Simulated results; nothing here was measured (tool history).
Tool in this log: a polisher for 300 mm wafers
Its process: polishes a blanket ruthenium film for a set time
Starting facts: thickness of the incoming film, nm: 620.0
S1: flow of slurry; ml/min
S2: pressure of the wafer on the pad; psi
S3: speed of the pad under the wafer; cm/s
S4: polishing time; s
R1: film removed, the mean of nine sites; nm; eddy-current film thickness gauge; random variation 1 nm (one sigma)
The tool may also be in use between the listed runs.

run  hour   S1   S2   S3   S4       R1
  1   0.0  305  1.6  110  114   96.313
  2   5.7  305  1.8  110  114  110.470
  3  11.4  305  1.9  110  114  114.480
  4  14.7  305  1.9   84  114   88.852
  5  19.8  270  1.9   84  114   87.773
  6  22.9  225  1.9   84  114   84.839
  7  27.0  260  2.1   84  114   96.423

Predict the results of run 8:
  8  28.7  290  2.3  84  114   ?

R1: 105.160 nm
